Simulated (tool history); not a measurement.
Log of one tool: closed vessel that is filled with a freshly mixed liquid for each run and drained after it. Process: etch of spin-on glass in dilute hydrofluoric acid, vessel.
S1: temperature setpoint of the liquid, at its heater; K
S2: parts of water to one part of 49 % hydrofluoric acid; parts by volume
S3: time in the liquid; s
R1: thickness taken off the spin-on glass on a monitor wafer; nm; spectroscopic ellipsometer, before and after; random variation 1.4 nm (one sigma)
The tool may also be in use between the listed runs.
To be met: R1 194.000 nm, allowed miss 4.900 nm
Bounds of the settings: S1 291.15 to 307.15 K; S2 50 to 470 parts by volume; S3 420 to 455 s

Run 1, hour 0.0: S1 299.15 K, S2 260 parts by volume, S3 420 s. Result: R1 45.758 nm.
Run 2, hour 8.6: S1 300.15 K, S2 230 parts by volume, S3 425 s. Result: R1 56.167 nm.
Run 3, hour 15.3: S1 300.15 K, S2 230 parts by volume, S3 455 s. Result: R1 59.744 nm.
Run 4, hour 24.0: S1 300.15 K, S2 190 parts by volume, S3 455 s. Result: R1 75.643 nm.
Run 5, hour 29.9: S1 301.15 K, S2 170 parts by volume, S3 455 s. Result: R1 89.781 nm.
Run 6, hour 31.1: S1 302.15 K, S2 155 parts by volume, S3 455 s. Result: R1 104.480 nm.
Run 7, hour 38.9: S1 302.65 K, S2 145 parts by volume, S3 455 s. Result: R1 115.120 nm.
Run 8, hour 44.2: S1 303.15 K, S2 140 parts by volume, S3 455 s. Result: R1 121.380 nm.
Run 9, hour 48.7: S1 303.65 K, S2 135 parts by volume, S3 455 s. Result: R1 130.470 nm.
Run 10, hour 51.2: S1 304.15 K, S2 130 parts by volume, S3 455 s. Result: R1 138.770 nm.
Run 11, hour 56.2: S1 304.65 K, S2 125 parts by volume, S3 455 s. Result: R1 146.810 nm.
Run 12, hour 59.9: S1 305.15 K, S2 120 parts by volume, S3 455 s. Result: R1 157.920 nm.
Run 13, hour 61.8: S1 305.65 K, S2 120 parts by volume, S3 455 s. Result: R1 161.230 nm.
Run 14, hour 70.0: S1 306.65 K, S2 110 parts by volume, S3 455 s. Result: R1 182.580 nm.

4 next moves are on the table. One of them brings every result within its allowed miss. Which?
Run A, hour 78.2: S1 306.65 K, S2 110 parts by volume, S3 440 s. Result: R1 ?.
Run B, hour 78.2: S1 305.15 K, S2 100 parts by volume, S3 455 s. Result: R1 ?.
Run C, hour 78.2: S1 306.15 K, S2 105 parts by volume, S3 440 s. Result: R1 ?.
Run D, hour 78.2: S1 306.15 K, S2 110 parts by volume, S3 455 s. Result: R1 ?.

move       R1
   A  177.400
   B  193.960
   C  183.900
   D  180.180
A: further off than the last run
B: meets every target
C: nearer than the last run, and not there yet
D: further off than the last run
The right move is B.
